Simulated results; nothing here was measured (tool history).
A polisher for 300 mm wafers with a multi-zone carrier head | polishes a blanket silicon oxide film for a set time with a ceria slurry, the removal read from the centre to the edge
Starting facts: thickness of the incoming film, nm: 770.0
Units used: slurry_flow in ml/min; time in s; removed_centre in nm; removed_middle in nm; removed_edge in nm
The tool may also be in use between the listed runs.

run,hour,slurry_flow,centre_zone,middle_zone,edge_zone,time,removed_centre,removed_middle,removed_edge
1,0.0,285,1.00,1.00,1.00,60,182.13,176.44,176.12
2,2.0,285,1.00,0.93,1.00,60,179.77,167.39,177.10
3,3.4,285,1.00,0.85,1.00,60,179.21,157.39,178.33
4,6.6,285,1.00,0.81,1.00,60,181.33,149.51,177.59
5,9.5,350,1.00,0.81,1.00,60,183.58,154.37,182.73
6,16.5,330,0.97,0.87,0.93,53,156.99,140.67,152.71

What does the tool deliver on the next run?
7,24.6,320,0.94,0.92,0.89,49,?,?,?

Run 7 came out at removed_centre 141.97 nm, removed_middle 137.21 nm, removed_edge 138.89 nm.
